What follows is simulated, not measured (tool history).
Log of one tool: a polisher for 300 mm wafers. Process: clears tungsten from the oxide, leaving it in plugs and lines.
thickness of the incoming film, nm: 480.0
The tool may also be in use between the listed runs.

run	hour	flow of slurry (ml/min)	pressure of the wafer on the pad (psi)	speed of the pad under the wafer (cm/s)	abrasive content of the slurry	overpolish time after the end point (s)	time until the end point was called (s)
1	0.0	145	3.1	122	1.0	9	102.650
2	7.8	115	3.1	122	1.0	9	108.700
3	11.4	115	3.1	122	1.0	9	108.820
4	12.8	115	2.6	122	1.0	9	123.740
5	18.3	115	3.3	122	1.0	9	102.310
6	26.0	120	3.3	122	1.0	9	102.070
7	29.1	125	3.3	122	1.0	9	100.900
8	33.0	130	3.3	122	1.0	9	100.660
9	35.0	135	3.3	122	1.0	9	100.370
10	41.9	140	3.3	122	1.0	9	101.140

Forecast run 11:
11	50.3	140	3.4	122	1.0	9	?

time until the end point was called (s): 96.615

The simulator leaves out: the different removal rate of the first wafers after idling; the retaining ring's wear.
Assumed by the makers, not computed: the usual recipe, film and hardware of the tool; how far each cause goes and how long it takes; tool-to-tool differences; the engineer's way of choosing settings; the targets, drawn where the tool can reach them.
